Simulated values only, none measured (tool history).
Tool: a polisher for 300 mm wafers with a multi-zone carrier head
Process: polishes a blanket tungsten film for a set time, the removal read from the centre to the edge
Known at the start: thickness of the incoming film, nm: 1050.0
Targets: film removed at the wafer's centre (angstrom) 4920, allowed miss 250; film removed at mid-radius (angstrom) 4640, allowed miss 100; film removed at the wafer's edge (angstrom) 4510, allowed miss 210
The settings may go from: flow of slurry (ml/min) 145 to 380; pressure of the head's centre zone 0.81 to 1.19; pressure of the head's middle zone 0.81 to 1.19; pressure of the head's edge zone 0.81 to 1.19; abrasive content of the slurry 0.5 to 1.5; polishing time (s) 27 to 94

run  hour  flow of slurry (ml/min)  pressure of the head's centre zone  pressure of the head's middle zone  pressure of the head's edge zone  abrasive content of the slurry  polishing time (s)  film removed at the wafer's centre (angstrom)  film removed at mid-radius (angstrom)  film removed at the wafer's edge (angstrom)
  1     0                      245                                   1                                   1                                 1                               1                  60                                         3772.8                                 3589.1                                       3559.6
  2   5.8                      270                                   1                                   1                                 1                               1                  60                                         3734.3                                 3699.2                                       3554.6
  3   6.4                      270                                   1                                   1                              0.97                               1                  60                                         3667.2                                   3649                                       3569.9
  4  13.9                      265                                   1                                   1                              0.99                             1.1                  61                                         3908.1                                 3832.5                                       3726.9
  5  15.4                      265                                   1                                   1                              0.99                             1.1                  54                                         3437.9                                 3380.2                                       3210.4
  6  20.3                      250                                   1                                1.01                              1.01                             1.2                  57                                         3629.3                                 3616.2                                       3545.8
  7  22.9                      250                                1.03                                1.03                              1.03                            1.25                  59                                         3956.8                                 3883.7                                       3783.2
  8  25.4                      255                                1.06                                1.05                              1.06                             1.3                  59                                         4110.6                                 3933.3                                       3828.5
  9  34.3                      255                                1.07                                1.06                              1.08                            1.35                  60                                         4262.7                                 4098.5                                       3965.9
 10  38.4                      260                                1.08                                1.07                               1.1                             1.4                  61                                         4530.4                                 4238.3                                       4130.5
 11  42.9                      270                                1.08                                1.08                              1.12                             1.4                  61                                         4507.4                                 4315.1                                       4167.6
 12  47.7                      280                                1.08                                1.08                              1.13                             1.4                  61                                         4545.9                                 4268.3                                       4287.4
 13  50.1                      290                                1.09                                1.09                              1.13                             1.4                  61                                         4406.2                                 4374.5                                       4235.3
 14    58                      285                                 1.1                                1.09                              1.14                             1.4                  61                                         4509.5                                 4347.3                                       4295.7

Which of these 5 next moves meets every target?
  A  65.9                      315                                1.13                                1.11                              1.14                             1.2                  66                                              ?                                      ?                                            ?
  B  65.9                      300                                0.98                                1.16                              1.19                            1.25                  64                                              ?                                      ?                                            ?
  C  65.9                      355                                1.08                                1.06                              1.17                            0.95                  67                                              ?                                      ?                                            ?
  D  65.9                      330                                1.03                                1.18                              1.16                            1.45                  63                                              ?                                      ?                                            ?
  E  65.9                      295                                1.03                                1.13                              1.19                            1.35                  60                                              ?                                      ?                                            ?

move  film removed at the wafer's centre (angstrom)  film removed at mid-radius (angstrom)  film removed at the wafer's edge (angstrom)
   A                                         4823.9                                 4651.6                                       4477.9
   B                                         4103.9                                 4686.3                                       4467.5
   C                                         4473.1                                 4355.7                                       4383.4
   D                                         4443.5                                 4893.6                                       4536.4
   E                                         4105.6                                 4386.7                                       4266.6
A: meets every target
B: brings the result that was furthest off to its target, and leaves another outside
C: as far off as the last run
D: takes the result that was furthest off past its target
E: further off than the last run
Move A is the one to make.
